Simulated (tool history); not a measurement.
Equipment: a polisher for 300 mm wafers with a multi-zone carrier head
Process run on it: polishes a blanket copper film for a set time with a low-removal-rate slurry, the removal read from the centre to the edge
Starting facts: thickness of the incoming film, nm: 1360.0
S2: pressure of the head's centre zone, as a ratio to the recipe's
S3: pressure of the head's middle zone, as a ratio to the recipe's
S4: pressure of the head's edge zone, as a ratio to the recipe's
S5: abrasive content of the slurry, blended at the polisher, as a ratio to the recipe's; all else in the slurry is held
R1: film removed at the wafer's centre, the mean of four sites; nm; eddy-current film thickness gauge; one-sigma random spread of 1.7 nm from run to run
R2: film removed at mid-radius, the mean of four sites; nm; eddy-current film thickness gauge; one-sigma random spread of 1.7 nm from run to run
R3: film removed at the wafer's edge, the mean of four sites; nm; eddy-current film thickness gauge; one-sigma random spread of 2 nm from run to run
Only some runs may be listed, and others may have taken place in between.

{"run": 1, "hour": 0.0, "flow of slurry (ml/min)": 170, "S2": 1.0, "S3": 1.0, "S4": 1.0, "S5": 1.0, "polishing time (s)": 84, "R1": 255.81, "R2": 262.02, "R3": 262.59}
{"run": 2, "hour": 7.9, "flow of slurry (ml/min)": 170, "S2": 1.0, "S3": 1.0, "S4": 0.95, "S5": 1.0, "polishing time (s)": 84, "R1": 254.74, "R2": 261.03, "R3": 258.51}
{"run": 3, "hour": 13.9, "flow of slurry (ml/min)": 210, "S2": 1.0, "S3": 1.0, "S4": 0.95, "S5": 1.0, "polishing time (s)": 84, "R1": 267.4, "R2": 270.61, "R3": 261.8}
{"run": 4, "hour": 19.2, "flow of slurry (ml/min)": 210, "S2": 1.0, "S3": 1.0, "S4": 0.95, "S5": 1.0, "polishing time (s)": 75, "R1": 237.21, "R2": 240.43, "R3": 232.47}
{"run": 5, "hour": 22.4, "flow of slurry (ml/min)": 210, "S2": 1.0, "S3": 1.0, "S4": 0.95, "S5": 1.0, "polishing time (s)": 90, "R1": 289.19, "R2": 286.75, "R3": 281.27}
{"run": 6, "hour": 22.9, "flow of slurry (ml/min)": 200, "S2": 1.0, "S3": 0.98, "S4": 0.97, "S5": 0.95, "polishing time (s)": 90, "R1": 282.41, "R2": 277.08, "R3": 278.89}
{"run": 7, "hour": 25.8, "flow of slurry (ml/min)": 190, "S2": 0.99, "S3": 0.96, "S4": 0.99, "S5": 0.9, "polishing time (s)": 90, "R1": 276.41, "R2": 271.6, "R3": 275.28}
{"run": 8, "hour": 30.9, "flow of slurry (ml/min)": 210, "S2": 0.91, "S3": 0.86, "S4": 1.09, "S5": 1.15, "polishing time (s)": 67, "R1": 200.26, "R2": 195.75, "R3": 232.22}
{"run": 9, "hour": 33.7, "flow of slurry (ml/min)": 215, "S2": 0.91, "S3": 0.86, "S4": 1.1, "S5": 1.15, "polishing time (s)": 67, "R1": 199.92, "R2": 195.76, "R3": 233.77}

Run 10, settings as shown, results not yet in. Your forecast:
{"run": 10, "hour": 38.8, "flow of slurry (ml/min)": 220, "S2": 0.91, "S3": 0.86, "S4": 1.11, "S5": 1.15, "polishing time (s)": 67, "R1": "?", "R2": "?", "R3": "?"}

{"run 10": {"R1": 203.32, "R2": 197.62, "R3": 232.15}}
